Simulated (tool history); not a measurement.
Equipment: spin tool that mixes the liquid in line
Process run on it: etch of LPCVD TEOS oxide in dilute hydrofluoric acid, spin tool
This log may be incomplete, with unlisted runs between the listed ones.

| run | day | temperature setpoint of the liquid (C) | parts of water to one part of 49 % hydrofluoric acid (parts by volume) | time under the liquid (s) | thickness taken off the LPCVD TEOS oxide on a monitor wafer (Å) |
|---|---|---|---|---|---|
| 1 | 0.000 | 25.0 | 115 | 70 | 195.63 |
| 2 | 0.312 | 27.0 | 115 | 70 | 211.70 |
| 3 | 0.550 | 28.0 | 115 | 70 | 219.08 |
| 4 | 0.612 | 28.0 | 145 | 70 | 165.05 |
| 5 | 0.821 | 28.0 | 145 | 70 | 166.61 |
| 6 | 1.112 | 30.5 | 145 | 70 | 183.11 |
| 7 | 1.371 | 31.0 | 140 | 70 | 194.77 |

Run 8, settings as shown, results not yet in. Your forecast:
| 8 | 1.704 | 31.5 | 135 | 70 | ? |

thickness taken off the LPCVD TEOS oxide on a monitor wafer (Å): 206.65

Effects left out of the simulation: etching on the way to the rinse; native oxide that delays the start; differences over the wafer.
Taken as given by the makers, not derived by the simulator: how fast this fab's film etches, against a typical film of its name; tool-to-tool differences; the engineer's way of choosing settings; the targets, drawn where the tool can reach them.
